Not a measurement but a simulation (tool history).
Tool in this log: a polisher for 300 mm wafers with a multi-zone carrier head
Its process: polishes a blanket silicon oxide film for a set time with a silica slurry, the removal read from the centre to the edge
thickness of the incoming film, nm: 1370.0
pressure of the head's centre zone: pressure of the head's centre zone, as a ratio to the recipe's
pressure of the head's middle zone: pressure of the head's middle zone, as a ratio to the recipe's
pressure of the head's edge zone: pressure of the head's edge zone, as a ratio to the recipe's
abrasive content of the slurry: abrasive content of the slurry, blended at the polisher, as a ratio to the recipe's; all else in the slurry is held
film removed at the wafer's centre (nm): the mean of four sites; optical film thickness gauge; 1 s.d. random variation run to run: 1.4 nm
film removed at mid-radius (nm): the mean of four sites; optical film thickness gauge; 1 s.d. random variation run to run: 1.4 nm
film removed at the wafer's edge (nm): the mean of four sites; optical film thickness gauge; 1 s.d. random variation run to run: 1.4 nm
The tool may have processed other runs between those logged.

run	day	flow of slurry (ml/min)	pressure of the head's centre zone	pressure of the head's middle zone	pressure of the head's edge zone	abrasive content of the slurry	polishing time (s)	film removed at the wafer's centre (nm)	film removed at mid-radius (nm)	film removed at the wafer's edge (nm)
1	0.000	245	1.00	1.00	1.00	1.00	57	128.96	137.62	131.83
2	0.183	245	0.93	1.00	1.00	1.00	57	123.40	135.32	130.27
3	0.488	250	0.95	0.99	1.03	1.10	58	131.69	145.46	142.41
4	0.850	255	0.98	0.98	1.05	1.15	58	139.94	148.30	148.38
5	1.058	255	0.98	0.98	1.05	1.30	58	149.94	156.70	155.46
6	1.325	195	0.98	0.98	1.05	1.30	58	144.54	152.48	153.93
7	1.696	200	0.99	0.98	1.07	1.35	59	150.85	158.75	160.46
8	1.983	210	1.00	0.97	1.09	1.40	59	158.88	158.69	161.46
9	2.154	210	0.99	0.96	1.10	1.40	60	158.88	164.65	171.06
10	2.508	225	0.99	0.96	1.12	1.40	60	161.34	161.63	171.31
11	2.767	235	0.99	0.96	1.13	1.40	60	161.02	162.19	171.76
12	2.946	240	0.99	0.96	1.14	1.40	60	160.22	162.36	171.68
13	3.204	245	0.99	0.96	1.15	1.40	61	163.54	165.56	177.70

Run 14 is up next; what results do you expect?
14	3.342	245	0.99	0.96	1.15	1.40	61	?	?	?

Run 14 gave film removed at the wafer's centre (nm) 163.25, film removed at mid-radius (nm) 166.11, film removed at the wafer's edge (nm) 175.94.

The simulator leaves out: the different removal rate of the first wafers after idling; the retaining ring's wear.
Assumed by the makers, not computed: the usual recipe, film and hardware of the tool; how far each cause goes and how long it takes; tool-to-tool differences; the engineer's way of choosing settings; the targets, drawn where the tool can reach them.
